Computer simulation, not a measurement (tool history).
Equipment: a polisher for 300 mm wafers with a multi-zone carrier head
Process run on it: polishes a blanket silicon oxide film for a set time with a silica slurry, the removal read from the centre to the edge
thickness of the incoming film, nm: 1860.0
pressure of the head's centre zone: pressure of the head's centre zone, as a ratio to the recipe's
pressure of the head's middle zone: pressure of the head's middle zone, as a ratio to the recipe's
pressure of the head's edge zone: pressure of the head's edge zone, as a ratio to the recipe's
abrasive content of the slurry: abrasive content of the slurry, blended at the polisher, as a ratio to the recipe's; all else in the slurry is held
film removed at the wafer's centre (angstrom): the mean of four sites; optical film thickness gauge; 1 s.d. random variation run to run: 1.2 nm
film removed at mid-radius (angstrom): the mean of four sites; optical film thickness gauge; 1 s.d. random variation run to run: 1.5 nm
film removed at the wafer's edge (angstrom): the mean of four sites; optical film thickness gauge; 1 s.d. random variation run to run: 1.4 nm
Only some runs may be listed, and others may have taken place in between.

run	day	flow of slurry (ml/min)	pressure of the head's centre zone	pressure of the head's middle zone	pressure of the head's edge zone	abrasive content of the slurry	polishing time (s)	film removed at the wafer's centre (angstrom)	film removed at mid-radius (angstrom)	film removed at the wafer's edge (angstrom)
1	0.000	250	1.00	1.00	1.00	1.00	34	1387.5	1370.6	1358.2
2	0.333	250	1.00	1.00	0.96	1.00	34	1406.3	1419.5	1342.6
3	0.408	250	1.00	1.03	0.96	1.00	34	1399.9	1440.6	1331.9
4	0.696	250	1.00	1.03	0.96	0.85	34	1266.5	1343.1	1234.2
5	0.862	245	1.01	0.97	0.98	0.80	34	1254.9	1244.0	1248.6
6	1.112	240	1.03	0.93	0.99	0.75	34	1262.5	1153.3	1202.9

Estimate the outcome of run 7 from the log above:
7	1.417	230	1.02	0.90	1.00	0.75	34	?	?	?

{"run 7": {"film removed at the wafer's centre (angstrom)": 1208.7, "film removed at mid-radius (angstrom)": 1100.6, "film removed at the wafer's edge (angstrom)": 1187.2}}
